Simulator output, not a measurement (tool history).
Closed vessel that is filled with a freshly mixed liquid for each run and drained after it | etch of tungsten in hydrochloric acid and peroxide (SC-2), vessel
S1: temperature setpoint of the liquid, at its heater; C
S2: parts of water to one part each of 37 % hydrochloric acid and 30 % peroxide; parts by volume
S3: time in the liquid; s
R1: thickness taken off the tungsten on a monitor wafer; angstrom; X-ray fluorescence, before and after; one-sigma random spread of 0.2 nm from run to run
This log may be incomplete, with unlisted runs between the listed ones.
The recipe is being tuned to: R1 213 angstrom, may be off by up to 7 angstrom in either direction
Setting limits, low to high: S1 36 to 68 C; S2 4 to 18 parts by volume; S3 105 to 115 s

Run 1, day 0: S1 52 C, S2 10 parts by volume, S3 105 s. Result: R1 288.03 angstrom.
Run 2, day 0.329: S1 51 C, S2 10 parts by volume, S3 105 s. Result: R1 269.61 angstrom.
Run 3, day 0.458: S1 50 C, S2 10 parts by volume, S3 105 s. Result: R1 245.68 angstrom.
Run 4, day 0.6: S1 49.5 C, S2 10 parts by volume, S3 105 s. Result: R1 240.57 angstrom.
Run 5, day 0.758: S1 49.5 C, S2 10 parts by volume, S3 115 s. Result: R1 264.54 angstrom.
Run 6, day 0.838: S1 49 C, S2 10 parts by volume, S3 115 s. Result: R1 252.02 angstrom.
Run 7, day 0.883: S1 48.5 C, S2 10 parts by volume, S3 115 s. Result: R1 246.18 angstrom.
Run 8, day 1.138: S1 48 C, S2 10 parts by volume, S3 115 s. Result: R1 236.47 angstrom.

Exercise: of the 5 proposed moves below, exactly one satisfies all targets within the stated allowed misses. Which move is it?
Run A, day 1.392: S1 47 C, S2 7.5 parts by volume, S3 105 s. Result: R1 ?.
Run B, day 1.392: S1 46.5 C, S2 8 parts by volume, S3 115 s. Result: R1 ?.
Run C, day 1.392: S1 47.5 C, S2 9 parts by volume, S3 115 s. Result: R1 ?.
Run D, day 1.392: S1 47.5 C, S2 10.5 parts by volume, S3 110 s. Result: R1 ?.
Run E, day 1.392: S1 40 C, S2 5 parts by volume, S3 110 s. Result: R1 ?.

move      R1
   A  255.05
   B  256.49
   C  249.57
   D  210.07
   E  223.01
A: lands further from the targets than the last run did
B: lands further from the targets than the last run did
C: lands further from the targets than the last run did
D: all results in spec
E: nearer the targets than the last run, but a result is still out of spec
D meets every target.
